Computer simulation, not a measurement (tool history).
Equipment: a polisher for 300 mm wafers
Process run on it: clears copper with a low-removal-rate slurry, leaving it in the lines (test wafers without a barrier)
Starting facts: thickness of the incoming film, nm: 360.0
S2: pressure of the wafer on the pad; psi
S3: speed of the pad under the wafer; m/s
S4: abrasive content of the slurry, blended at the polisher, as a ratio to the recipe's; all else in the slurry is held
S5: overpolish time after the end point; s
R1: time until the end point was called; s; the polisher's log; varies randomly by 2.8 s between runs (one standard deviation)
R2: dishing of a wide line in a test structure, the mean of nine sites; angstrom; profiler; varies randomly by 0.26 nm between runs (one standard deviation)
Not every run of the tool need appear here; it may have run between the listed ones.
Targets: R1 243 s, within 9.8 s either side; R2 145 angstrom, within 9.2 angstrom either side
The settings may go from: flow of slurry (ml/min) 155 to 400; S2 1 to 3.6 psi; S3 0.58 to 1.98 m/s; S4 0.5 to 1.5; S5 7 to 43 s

{"run": 1, "hour": 0.0, "flow of slurry (ml/min)": 255, "S2": 2.3, "S3": 1.28, "S4": 1, "S5": 22, "R1": 133.38, "R2": 345.27}
{"run": 2, "hour": 8.9, "flow of slurry (ml/min)": 255, "S2": 2, "S3": 1.24, "S4": 1, "S5": 19, "R1": 159.2, "R2": 263.8}
{"run": 3, "hour": 11.7, "flow of slurry (ml/min)": 320, "S2": 2, "S3": 1.24, "S4": 1, "S5": 19, "R1": 155.81, "R2": 266.61}
{"run": 4, "hour": 16.6, "flow of slurry (ml/min)": 320, "S2": 2, "S3": 1.24, "S4": 1, "S5": 13, "R1": 153.98, "R2": 190.77}
{"run": 5, "hour": 25.1, "flow of slurry (ml/min)": 320, "S2": 1.8, "S3": 1.24, "S4": 1, "S5": 13, "R1": 174.63, "R2": 175.15}
{"run": 6, "hour": 28.2, "flow of slurry (ml/min)": 320, "S2": 1.6, "S3": 1.24, "S4": 1, "S5": 13, "R1": 192.06, "R2": 155.56}
{"run": 7, "hour": 34.2, "flow of slurry (ml/min)": 320, "S2": 1.5, "S3": 1.24, "S4": 1, "S5": 14, "R1": 202.4, "R2": 157.77}
{"run": 8, "hour": 38.7, "flow of slurry (ml/min)": 320, "S2": 1.4, "S3": 1.24, "S4": 1, "S5": 14, "R1": 219.21, "R2": 147.75}

Below are 5 possible settings for the next run. Only one of them brings all results inside the allowed miss of their targets. Which is it?
{"run": "A", "hour": 43.2, "flow of slurry (ml/min)": 285, "S2": 1.3, "S3": 1.18, "S4": 1.05, "S5": 15, "R1": "?", "R2": "?"}
{"run": "B", "hour": 43.2, "flow of slurry (ml/min)": 330, "S2": 1.9, "S3": 1.12, "S4": 0.9, "S5": 12, "R1": "?", "R2": "?"}
{"run": "C", "hour": 43.2, "flow of slurry (ml/min)": 320, "S2": 1.5, "S3": 1.28, "S4": 0.8, "S5": 14, "R1": "?", "R2": "?"}
{"run": "D", "hour": 43.2, "flow of slurry (ml/min)": 325, "S2": 1.5, "S3": 1.34, "S4": 1.1, "S5": 12, "R1": "?", "R2": "?"}
{"run": "E", "hour": 43.2, "flow of slurry (ml/min)": 400, "S2": 1.3, "S3": 1.42, "S4": 1, "S5": 12, "R1": "?", "R2": "?"}

move=A R1=247.15 R2=145.12
move=B R1=184.08 R2=156.42
move=C R1=208.19 R2=159.92
move=D R1=186.7 R2=153.5
move=E R1=202.95 R2=141.71
A: all results in spec
B: further off than the last run
C: further off than the last run
D: further off than the last run
E: further off than the last run
Correct choice: A, which meets every target
